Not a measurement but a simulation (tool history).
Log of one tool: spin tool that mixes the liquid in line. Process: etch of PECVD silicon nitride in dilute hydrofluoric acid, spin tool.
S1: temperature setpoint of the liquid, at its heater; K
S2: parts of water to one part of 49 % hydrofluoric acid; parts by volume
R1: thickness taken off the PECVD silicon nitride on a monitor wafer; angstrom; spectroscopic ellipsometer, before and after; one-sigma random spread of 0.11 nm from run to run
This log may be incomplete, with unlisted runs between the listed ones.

run 1 hour=0.0 | S1=298.15 S2=130 time_under_the_liquid_(s)=285 | R1=47.279
run 2 hour=1.5 | S1=295.65 S2=130 time_under_the_liquid_(s)=285 | R1=39.143
run 3 hour=3.5 | S1=295.65 S2=130 time_under_the_liquid_(s)=285 | R1=39.049
run 4 hour=11.0 | S1=295.65 S2=130 time_under_the_liquid_(s)=310 | R1=42.776
run 5 hour=12.7 | S1=295.65 S2=175 time_under_the_liquid_(s)=310 | R1=31.966
run 6 hour=19.7 | S1=298.15 S2=165 time_under_the_liquid_(s)=310 | R1=39.353
run 7 hour=24.5 | S1=302.15 S2=115 time_under_the_liquid_(s)=310 | R1=74.029
run 8 hour=28.6 | S1=303.15 S2=115 time_under_the_liquid_(s)=310 | R1=78.452
run 9 hour=35.7 | S1=303.65 S2=115 time_under_the_liquid_(s)=310 | R1=79.388
run 10 hour=42.2 | S1=304.15 S2=115 time_under_the_liquid_(s)=310 | R1=83.161
run 11 hour=49.8 | S1=304.65 S2=115 time_under_the_liquid_(s)=310 | R1=84.558

Run 12 is up next; what results do you expect?
run 12 hour=56.3 | S1=305.15 S2=115 time_under_the_liquid_(s)=310 | R1=?

Run 12 measured R1 88.048 angstrom.
